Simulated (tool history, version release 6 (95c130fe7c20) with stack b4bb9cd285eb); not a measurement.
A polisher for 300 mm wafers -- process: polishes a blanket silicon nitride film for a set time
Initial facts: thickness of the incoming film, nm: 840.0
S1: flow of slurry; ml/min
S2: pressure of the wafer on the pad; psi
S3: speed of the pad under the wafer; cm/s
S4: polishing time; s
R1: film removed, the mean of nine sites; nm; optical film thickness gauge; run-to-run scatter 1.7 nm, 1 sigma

Run 1, hour 0: S1 310 ml/min, S2 4.6 psi, S3 112 cm/s, S4 40 s. Result: R1 91.372 nm.
Run 2, hour 0.7: S1 310 ml/min, S2 5.1 psi, S3 112 cm/s, S4 40 s. Result: R1 103.21 nm.
Run 3, hour 2.3: S1 310 ml/min, S2 5.1 psi, S3 112 cm/s, S4 40 s. Result: R1 102.92 nm.
Run 4, hour 9.5: S1 310 ml/min, S2 5.4 psi, S3 112 cm/s, S4 40 s. Result: R1 107.37 nm.
Run 5, hour 15.5: S1 310 ml/min, S2 5.4 psi, S3 112 cm/s, S4 40 s. Result: R1 106.8 nm.
Run 6, hour 16.6: S1 310 ml/min, S2 5.7 psi, S3 112 cm/s, S4 40 s. Result: R1 114.64 nm.

Run 7 has not been measured yet. What should we expect?
Run 7, hour 19.6: S1 310 ml/min, S2 5.9 psi, S3 112 cm/s, S4 40 s. Result: R1 ?.

{"run 7": {"R1": 115.74}}
